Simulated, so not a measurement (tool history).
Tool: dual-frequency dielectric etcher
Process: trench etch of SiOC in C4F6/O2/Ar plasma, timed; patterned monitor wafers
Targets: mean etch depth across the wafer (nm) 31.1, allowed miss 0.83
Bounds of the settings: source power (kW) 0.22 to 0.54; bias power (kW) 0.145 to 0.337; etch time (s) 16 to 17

run  hour  source power (kW)  bias power (kW)  etch time (s)  mean etch depth across the wafer (nm)
  1     0               0.38            0.241             16                                  36.85
  2   6.1               0.37            0.238             16                                 35.845
  3   7.1               0.36            0.236             16                                  36.06
  4  12.8               0.35             0.23             16                                 35.014
     21.1  -- wet clean of the chamber
  5  21.1               0.35             0.23             16                                 33.891
  6  25.8                0.4             0.23             16                                 35.625
  7  28.2               0.39            0.226             16                                 34.951
  8  34.3               0.38            0.223             16                                 34.668
  9  42.9               0.37            0.221             16                                 34.133
 10  51.3               0.36            0.219             16                                 33.659
 11  56.9               0.35            0.218             16                                 33.076
 12  64.3               0.35            0.217             16                                 33.048
 13  66.9               0.35            0.216             16                                 33.178
 14  73.4               0.34            0.215             16                                 32.791

Which of these 5 next moves meets every target?
  A  79.9                0.3            0.204             16                                      ?
  B  79.9               0.36            0.202             16                                      ?
  C  79.9               0.36            0.204             17                                      ?
  D  79.9               0.35            0.228             16                                      ?
  E  79.9               0.38            0.237             16                                      ?

move  mean etch depth across the wafer (nm)
   A                                 30.706
   B                                 32.411
   C                                 34.576
   D                                 33.752
   E                                  35.21
A: meets every target
B: nearer than the last run, and not there yet
C: further off than the last run
D: further off than the last run
E: further off than the last run
Answer: A

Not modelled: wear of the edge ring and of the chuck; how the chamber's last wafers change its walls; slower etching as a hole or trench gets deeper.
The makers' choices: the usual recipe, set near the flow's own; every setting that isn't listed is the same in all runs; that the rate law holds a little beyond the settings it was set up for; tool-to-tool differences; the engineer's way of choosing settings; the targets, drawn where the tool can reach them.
